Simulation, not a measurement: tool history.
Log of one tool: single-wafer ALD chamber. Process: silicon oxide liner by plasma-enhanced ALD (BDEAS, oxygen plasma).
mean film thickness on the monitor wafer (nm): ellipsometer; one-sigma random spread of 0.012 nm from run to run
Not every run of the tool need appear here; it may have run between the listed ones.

run  hour  heater temperature setpoint (deg C)  number of ALD cycles (cycles)  mean film thickness on the monitor wafer (nm)
  1   0.0                                  315                             34                                         3.1990
  2   4.8                                  314                             36                                         3.3876
  3  13.6                                  314                             37                                         3.4968
  4  15.0                                  314                             35                                         3.2934
  5  16.8                                  314                             36                                         3.4037
  6  22.0                                  314                             37                                         3.5102
  7  24.2                                  314                             38                                         3.5780

Run 8, settings as shown, results not yet in. Your forecast:
  8  25.3                                  313                             39                                              ?

{"run 8": {"mean film thickness on the monitor wafer (nm)": 3.6679}}
